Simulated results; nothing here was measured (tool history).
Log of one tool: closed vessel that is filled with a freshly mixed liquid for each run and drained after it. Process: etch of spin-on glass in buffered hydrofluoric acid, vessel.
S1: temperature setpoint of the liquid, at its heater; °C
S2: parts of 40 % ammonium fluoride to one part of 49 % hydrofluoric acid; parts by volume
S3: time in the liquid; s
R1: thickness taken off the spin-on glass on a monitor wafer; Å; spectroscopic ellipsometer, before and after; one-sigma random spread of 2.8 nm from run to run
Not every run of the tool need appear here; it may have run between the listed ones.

Run 1, hour 0.0: S1 22.0 °C, S2 9.5 parts by volume, S3 95 s. Result: R1 3788.3 Å.
Run 2, hour 3.4: S1 23.5 °C, S2 9.0 parts by volume, S3 95 s. Result: R1 4257.2 Å.
Run 3, hour 10.5: S1 25.0 °C, S2 8.5 parts by volume, S3 95 s. Result: R1 4926.3 Å.
Run 4, hour 11.8: S1 25.0 °C, S2 8.5 parts by volume, S3 95 s. Result: R1 4929.8 Å.
Run 5, hour 15.1: S1 26.0 °C, S2 8.0 parts by volume, S3 95 s. Result: R1 5560.8 Å.
Run 6, hour 18.1: S1 28.0 °C, S2 8.0 parts by volume, S3 95 s. Result: R1 6167.0 Å.
Run 7, hour 25.0: S1 28.5 °C, S2 8.0 parts by volume, S3 95 s. Result: R1 6319.8 Å.

What will run 8 give?
Run 8, hour 30.6: S1 29.0 °C, S2 8.0 parts by volume, S3 95 s. Result: R1 ?.

Logged for run 8: R1 6544.1 Å.
